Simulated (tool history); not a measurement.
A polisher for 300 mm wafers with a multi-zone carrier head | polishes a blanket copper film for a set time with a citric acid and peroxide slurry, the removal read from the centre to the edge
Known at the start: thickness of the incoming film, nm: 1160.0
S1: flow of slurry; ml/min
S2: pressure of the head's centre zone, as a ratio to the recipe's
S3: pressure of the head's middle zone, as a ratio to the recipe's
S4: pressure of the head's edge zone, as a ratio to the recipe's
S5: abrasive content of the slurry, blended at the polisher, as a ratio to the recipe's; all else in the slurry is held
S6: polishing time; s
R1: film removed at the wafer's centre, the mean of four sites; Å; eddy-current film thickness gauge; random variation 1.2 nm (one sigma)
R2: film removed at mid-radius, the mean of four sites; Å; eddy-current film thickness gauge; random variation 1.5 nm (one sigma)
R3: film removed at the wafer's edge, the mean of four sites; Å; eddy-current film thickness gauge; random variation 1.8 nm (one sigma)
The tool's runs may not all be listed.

run,hour,S1,S2,S3,S4,S5,S6,R1,R2,R3
1,0,195,1,1,1,1,61,1547.4,1576.9,1612
2,0.8,195,1.06,1,1,1,61,1648.1,1592.2,1608.3
3,5.6,195,1.06,1,1,0.85,61,1588,1520.6,1524.1
4,12.8,215,1.08,0.99,1.03,0.85,61,1655.1,1517.4,1553
5,21.7,215,1.08,0.99,1.11,0.85,61,1655.8,1502.9,1612.6
6,29.2,215,1.08,0.99,1.11,0.85,48,1294.9,1175.3,1272.4
7,33.5,265,1.16,1.06,1.19,1.1,54,1730,1543.8,1595.7
8,34.1,270,1.16,1.05,1.19,1.15,54,1725.9,1547.3,1623.2
9,35.8,275,1.17,1.05,1.19,1.2,54,1778.9,1570.4,1650.4

Forecast run 10:
10,43.5,280,1.17,1.05,1.19,1.2,54,?,?,?

R1: 1776.5 Å
R2: 1578.2 Å
R3: 1640.6 Å

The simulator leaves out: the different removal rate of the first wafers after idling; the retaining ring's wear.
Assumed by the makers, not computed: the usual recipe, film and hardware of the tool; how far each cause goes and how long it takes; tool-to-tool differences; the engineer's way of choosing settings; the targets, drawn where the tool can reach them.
